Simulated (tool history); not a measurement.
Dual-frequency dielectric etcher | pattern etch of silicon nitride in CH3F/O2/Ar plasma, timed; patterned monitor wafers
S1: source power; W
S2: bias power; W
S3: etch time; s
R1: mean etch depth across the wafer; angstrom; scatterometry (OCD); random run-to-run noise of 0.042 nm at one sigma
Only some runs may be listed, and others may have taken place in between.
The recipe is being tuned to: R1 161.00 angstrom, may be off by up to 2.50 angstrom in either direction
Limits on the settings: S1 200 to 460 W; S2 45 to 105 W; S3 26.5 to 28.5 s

run	hour	S1	S2	S3	R1
1	0.0	330	75	28.5	191.86
2	4.6	330	84	28.5	198.02
3	5.2	330	74	28.5	190.32
4	10.3	300	72	28.5	181.33
5	12.6	340	72	28.5	191.58
6	19.5	340	65	28.5	186.99
7	27.9	310	64	28.5	179.25
8	33.8	290	63	28.5	173.08
9	39.1	280	63	28.5	170.68
10	44.8	270	63	28.5	167.71
11	52.4	260	63	28.5	165.74

Which single option among these 4 for the next run brings every result within its allowed miss of target? Just one does.
A	60.0	260	59	27.0	?
B	60.0	240	64	27.5	?
C	60.0	280	66	27.5	?
D	60.0	280	58	27.5	?

move	R1
A	153.22
B	154.03
C	165.87
D	160.37
A: takes the biggest miss from the last run beyond its target
B: takes the biggest miss from the last run beyond its target
C: neither nearer nor further off than the last run
D: all results land within tolerance of their targets
D is the move that brings every result within its allowed miss.
